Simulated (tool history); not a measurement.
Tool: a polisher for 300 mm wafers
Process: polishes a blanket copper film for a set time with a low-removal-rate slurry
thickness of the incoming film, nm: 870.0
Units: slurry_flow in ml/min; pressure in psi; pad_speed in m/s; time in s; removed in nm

run 1 hour=0 | slurry_flow=200 pressure=2.3 pad_speed=1.18 slurry_solids=1 time=58 | removed=146.01
run 2 hour=8.5 | slurry_flow=225 pressure=2.3 pad_speed=1.18 slurry_solids=1 time=58 | removed=146.21
run 3 hour=13 | slurry_flow=225 pressure=2.9 pad_speed=1.18 slurry_solids=1 time=58 | removed=183.87
run 4 hour=15.1 | slurry_flow=225 pressure=2.9 pad_speed=1.18 slurry_solids=1 time=58 | removed=180.71
run 5 hour=23.7 | slurry_flow=225 pressure=2.9 pad_speed=1.42 slurry_solids=1 time=58 | removed=194.67
run 6 hour=26.4 | slurry_flow=225 pressure=2.6 pad_speed=1.38 slurry_solids=1 time=58 | removed=181.38
run 7 hour=30.2 | slurry_flow=220 pressure=2 pad_speed=1.18 slurry_solids=1 time=58 | removed=132.67

Run 8 comes next. What will it give?
run 8 hour=32.2 | slurry_flow=220 pressure=1.9 pad_speed=1.18 slurry_solids=1 time=58 | removed=?

removed: 128.69 nm
